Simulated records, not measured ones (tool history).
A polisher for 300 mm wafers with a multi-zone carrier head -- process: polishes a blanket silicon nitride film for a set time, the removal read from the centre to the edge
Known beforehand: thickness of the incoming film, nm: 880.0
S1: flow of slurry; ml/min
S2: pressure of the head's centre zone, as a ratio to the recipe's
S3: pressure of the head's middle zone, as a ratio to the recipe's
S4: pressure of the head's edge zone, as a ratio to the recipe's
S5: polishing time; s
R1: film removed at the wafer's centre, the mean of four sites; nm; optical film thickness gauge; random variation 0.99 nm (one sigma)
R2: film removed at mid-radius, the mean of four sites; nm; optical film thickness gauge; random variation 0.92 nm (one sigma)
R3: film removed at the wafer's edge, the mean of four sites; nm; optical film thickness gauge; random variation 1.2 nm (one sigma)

run 1 day=0 | S1=310 S2=1 S3=1 S4=1 S5=55 | R1=99.942 R2=96.878 R3=98.954
run 2 day=0.312 | S1=375 S2=1 S3=1 S4=1 S5=55 | R1=99.718 R2=98.905 R3=100.84
run 3 day=0.479 | S1=375 S2=1 S3=1 S4=0.95 S5=55 | R1=101.73 R2=100.82 R3=96.238
run 4 day=0.688 | S1=375 S2=1 S3=1 S4=0.95 S5=44 | R1=80.045 R2=78.977 R3=78.811
run 5 day=0.717 | S1=375 S2=1.02 S3=1 S4=0.96 S5=44 | R1=80.687 R2=77.908 R3=78.745
run 6 day=0.738 | S1=375 S2=1.02 S3=0.95 S4=0.96 S5=44 | R1=82.356 R2=75.699 R3=76.133
run 7 day=0.938 | S1=375 S2=1.03 S3=0.95 S4=0.97 S5=44 | R1=83.849 R2=75.419 R3=79.128
-- day=1.138 worn pad replaced by a new one
run 8 day=1.138 | S1=375 S2=1.04 S3=0.95 S4=0.97 S5=44 | R1=95.194 R2=85.35 R3=89.618
run 9 day=1.371 | S1=370 S2=1.04 S3=0.94 S4=0.97 S5=44 | R1=93.972 R2=83.345 R3=86.584
run 10 day=1.433 | S1=370 S2=1.04 S3=0.93 S4=0.97 S5=44 | R1=94.07 R2=82.912 R3=87.478
run 11 day=1.483 | S1=370 S2=1.04 S3=0.92 S4=0.97 S5=44 | R1=93.508 R2=84.604 R3=87.067

Estimate the outcome of run 12 from the log above:
run 12 day=1.792 | S1=370 S2=1.05 S3=0.93 S4=0.97 S5=43 | R1=? R2=? R3=?

R1: 91.005 nm
R2: 83.009 nm
R3: 86.453 nm
